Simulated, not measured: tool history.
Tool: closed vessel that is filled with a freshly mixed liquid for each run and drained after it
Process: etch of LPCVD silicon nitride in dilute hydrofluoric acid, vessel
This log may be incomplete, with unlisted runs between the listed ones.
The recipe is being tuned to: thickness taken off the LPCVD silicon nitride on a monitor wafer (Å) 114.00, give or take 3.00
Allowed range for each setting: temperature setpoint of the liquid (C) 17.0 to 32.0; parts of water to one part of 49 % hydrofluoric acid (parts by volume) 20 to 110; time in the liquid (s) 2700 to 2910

run	day	temperature setpoint of the liquid (C)	parts of water to one part of 49 % hydrofluoric acid (parts by volume)	time in the liquid (s)	thickness taken off the LPCVD silicon nitride on a monitor wafer (Å)
1	0.000	24.0	60	2700	283.45
2	0.079	21.5	70	2700	204.91
3	0.196	20.0	75	2700	171.76
4	0.525	20.0	75	2700	170.59
5	0.650	19.0	80	2700	152.76
6	0.892	18.5	85	2700	137.83
7	1.029	18.0	85	2700	131.82
8	1.112	17.5	85	2700	128.34
9	1.154	17.0	90	2700	118.28

Consider the 5 candidate settings below. Which is the only one whose results all fall within their allowed miss of target?
A	1.196	17.0	95	2890	?
B	1.196	17.5	95	2860	?
C	1.196	18.0	105	2860	?
D	1.196	17.5	95	2885	?
E	1.196	17.0	85	2700	?

move	thickness taken off the LPCVD silicon nitride on a monitor wafer (Å)
A	119.78
B	122.74
C	115.31
D	123.81
E	124.64
A: moves away from the targets compared with the last run
B: moves away from the targets compared with the last run
C: all results land within tolerance of their targets
D: moves away from the targets compared with the last run
E: moves away from the targets compared with the last run
C meets every target.
